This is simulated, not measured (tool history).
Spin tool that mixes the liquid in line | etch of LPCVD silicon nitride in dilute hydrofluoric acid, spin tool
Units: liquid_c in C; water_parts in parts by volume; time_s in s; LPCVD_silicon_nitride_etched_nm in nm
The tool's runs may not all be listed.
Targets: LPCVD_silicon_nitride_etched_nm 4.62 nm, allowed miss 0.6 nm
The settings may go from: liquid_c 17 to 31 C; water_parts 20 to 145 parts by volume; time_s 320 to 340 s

run,hour,liquid_c,water_parts,time_s,LPCVD_silicon_nitride_etched_nm
1,0,23,80,320,1.9262
2,2.7,24,70,325,2.4414
3,9.4,25,65,330,2.7187
4,14.3,25,45,330,4.1008
5,18.9,25,65,330,2.8389
6,23.1,22,65,330,2.3568
7,29.6,23,60,330,2.6556
8,37.9,27,35,340,5.7657
9,41.8,26.5,35,340,5.8459
10,42.5,26.5,35,340,5.9436
11,48.6,26,35,340,5.5205
12,53.8,25.5,35,340,5.1806
13,54.6,25,35,340,5.3255

Which of these 5 next moves meets every target?
A,55.4,29,65,320,?
B,55.4,24,35,325,?
C,55.4,31,40,340,?
D,55.4,29.5,40,320,?
E,55.4,25,30,340,?

move,LPCVD_silicon_nitride_etched_nm
A,3.5276
B,4.7247
C,6.8935
D,5.8874
E,6.1421
A: takes the result that was furthest off past its target
B: meets every target
C: further off than the last run
D: further off than the last run
E: further off than the last run
Move B is the one to make.

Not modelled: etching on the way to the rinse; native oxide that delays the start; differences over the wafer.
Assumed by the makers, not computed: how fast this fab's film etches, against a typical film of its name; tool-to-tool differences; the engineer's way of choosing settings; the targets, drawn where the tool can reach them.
